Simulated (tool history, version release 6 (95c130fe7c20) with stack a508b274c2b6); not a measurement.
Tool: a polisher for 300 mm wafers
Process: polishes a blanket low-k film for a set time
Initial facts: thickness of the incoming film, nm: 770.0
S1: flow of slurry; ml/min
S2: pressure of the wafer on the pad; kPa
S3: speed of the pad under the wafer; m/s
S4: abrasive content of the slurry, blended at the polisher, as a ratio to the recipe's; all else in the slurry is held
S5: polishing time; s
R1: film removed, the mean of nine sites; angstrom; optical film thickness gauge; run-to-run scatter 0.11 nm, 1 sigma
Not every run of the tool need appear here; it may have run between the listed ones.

| run | hour | S1 | S2 | S3 | S4 | S5 | R1 |
|---|---|---|---|---|---|---|---|
| 1 | 0.0 | 290 | 11.0 | 0.90 | 1.0 | 26 | 85.032 |
| 2 | 7.0 | 290 | 11.0 | 0.90 | 1.0 | 24 | 77.357 |
| 3 | 13.1 | 290 | 11.0 | 0.90 | 1.2 | 24 | 84.228 |
| 4 | 16.5 | 290 | 9.0 | 0.90 | 1.2 | 24 | 69.209 |
| 5 | 21.5 | 290 | 10.3 | 0.90 | 1.2 | 24 | 79.471 |
| 6 | 24.3 | 290 | 11.0 | 0.90 | 1.2 | 24 | 83.471 |
| 7 | 32.6 | 290 | 11.7 | 0.90 | 1.2 | 24 | 90.132 |
| 8 | 37.6 | 295 | 15.2 | 0.92 | 1.2 | 24 | 117.610 |

Run 9 comes next. What will it give?
| 9 | 44.8 | 295 | 15.9 | 0.92 | 1.2 | 24 | ? |

Run 9 produced R1 121.040 angstrom.

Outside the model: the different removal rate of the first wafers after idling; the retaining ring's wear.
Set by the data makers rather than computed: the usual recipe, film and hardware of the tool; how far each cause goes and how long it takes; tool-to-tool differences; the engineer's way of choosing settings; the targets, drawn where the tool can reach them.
